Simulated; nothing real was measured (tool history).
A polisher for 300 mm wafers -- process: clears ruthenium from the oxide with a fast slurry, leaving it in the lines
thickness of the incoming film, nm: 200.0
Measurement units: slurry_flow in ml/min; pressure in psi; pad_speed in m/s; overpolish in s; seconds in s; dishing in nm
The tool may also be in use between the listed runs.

| run | hour | slurry_flow | pressure | pad_speed | slurry_solids | overpolish | seconds | dishing |
|---|---|---|---|---|---|---|---|---|
| 1 | 0.0 | 250 | 2.2 | 1.24 | 1.00 | 25 | 63.067 | 64.050 |
| 2 | 0.5 | 250 | 2.2 | 1.24 | 1.10 | 25 | 60.612 | 65.984 |
| 3 | 4.9 | 305 | 2.2 | 1.24 | 1.10 | 25 | 59.498 | 67.272 |
| 4 | 12.8 | 305 | 1.7 | 1.24 | 1.10 | 25 | 74.484 | 56.292 |
| 5 | 14.8 | 270 | 1.8 | 1.34 | 1.05 | 19 | 70.446 | 48.983 |
| 6 | 16.2 | 270 | 1.8 | 1.04 | 1.05 | 19 | 90.547 | 38.791 |
| 7 | 21.1 | 310 | 2.4 | 0.76 | 1.30 | 8 | 78.565 | 19.354 |
| 8 | 26.2 | 300 | 2.6 | 0.86 | 1.15 | 9 | 70.192 | 24.479 |
| 9 | 28.5 | 295 | 2.8 | 0.90 | 1.05 | 10 | 66.878 | 28.143 |

Run 10 is up next; what results do you expect?
| 10 | 36.4 | 295 | 3.0 | 0.92 | 1.00 | 11 | ? | ? |

seconds: 62.288 s
dishing: 33.637 nm

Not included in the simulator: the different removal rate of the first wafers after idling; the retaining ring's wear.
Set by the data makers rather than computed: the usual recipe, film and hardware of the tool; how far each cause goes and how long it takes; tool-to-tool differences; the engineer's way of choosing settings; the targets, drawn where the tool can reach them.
